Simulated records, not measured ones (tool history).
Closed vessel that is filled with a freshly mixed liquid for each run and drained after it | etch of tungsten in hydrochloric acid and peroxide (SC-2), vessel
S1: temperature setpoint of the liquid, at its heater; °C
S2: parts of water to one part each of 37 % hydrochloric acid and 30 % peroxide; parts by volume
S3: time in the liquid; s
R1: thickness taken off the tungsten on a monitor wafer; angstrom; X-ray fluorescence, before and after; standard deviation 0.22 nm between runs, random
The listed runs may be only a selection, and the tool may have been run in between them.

run  hour    S1  S2   S3      R1
  1   0.0  46.0   6  115  277.21
  2   8.0  46.0   8  115  220.25
  3   8.6  47.5   8  115  246.43
  4  10.1  48.5   8  115  261.24
  5  17.9  55.5   8  115  418.11
  6  20.3  54.0   8  115  377.72
  7  29.2  53.0   8  115  354.66
  8  36.4  53.0   8  115  353.44

Forecast run 9:
  9  38.7  52.5   8  115   ?

{"run 9": {"R1": 344.43}}
